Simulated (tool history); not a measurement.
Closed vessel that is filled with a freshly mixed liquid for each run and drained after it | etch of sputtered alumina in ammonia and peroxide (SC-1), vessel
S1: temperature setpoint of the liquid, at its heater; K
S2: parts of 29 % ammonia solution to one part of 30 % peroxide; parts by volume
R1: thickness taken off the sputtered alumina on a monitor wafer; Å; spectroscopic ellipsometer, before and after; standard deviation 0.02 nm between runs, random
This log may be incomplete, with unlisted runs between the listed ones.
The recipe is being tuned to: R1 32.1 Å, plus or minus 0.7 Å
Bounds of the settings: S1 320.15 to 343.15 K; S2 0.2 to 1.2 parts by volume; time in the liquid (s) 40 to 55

Run 1, day 0: S1 336.15 K, S2 0.9 parts by volume, time in the liquid (s) 55. Result: R1 42.143 Å.
Run 2, day 0.046: S1 335.65 K, S2 0.9 parts by volume, time in the liquid (s) 55. Result: R1 40.897 Å.
Run 3, day 0.142: S1 335.65 K, S2 0.9 parts by volume, time in the liquid (s) 55. Result: R1 41.395 Å.
Run 4, day 0.454: S1 335.15 K, S2 0.9 parts by volume, time in the liquid (s) 55. Result: R1 40.453 Å.
Run 5, day 0.596: S1 334.65 K, S2 0.9 parts by volume, time in the liquid (s) 55. Result: R1 39.267 Å.
Run 6, day 0.858: S1 334.15 K, S2 0.9 parts by volume, time in the liquid (s) 55. Result: R1 38.196 Å.
Run 7, day 0.95: S1 333.65 K, S2 0.9 parts by volume, time in the liquid (s) 55. Result: R1 37.462 Å.
Run 8, day 1.175: S1 330.15 K, S2 0.9 parts by volume, time in the liquid (s) 55. Result: R1 31.247 Å.

5 candidate next runs follow, results not yet known. Just one meets every target within its allowed miss. Identify it.
Run A, day 1.4: S1 329.65 K, S2 0.9 parts by volume, time in the liquid (s) 55. Result: R1 ?.
Run B, day 1.4: S1 329.65 K, S2 1.05 parts by volume, time in the liquid (s) 55. Result: R1 ?.
Run C, day 1.4: S1 329.15 K, S2 1.1 parts by volume, time in the liquid (s) 55. Result: R1 ?.
Run D, day 1.4: S1 331.15 K, S2 0.9 parts by volume, time in the liquid (s) 50. Result: R1 ?.
Run E, day 1.4: S1 330.65 K, S2 0.9 parts by volume, time in the liquid (s) 55. Result: R1 ?.

move      R1
   A  30.208
   B  30.651
   C  29.987
   D  29.702
   E  31.832
A: moves away from the targets compared with the last run
B: moves away from the targets compared with the last run
C: moves away from the targets compared with the last run
D: moves away from the targets compared with the last run
E: hits every target within its allowed miss
E is the move that brings every result within its allowed miss.
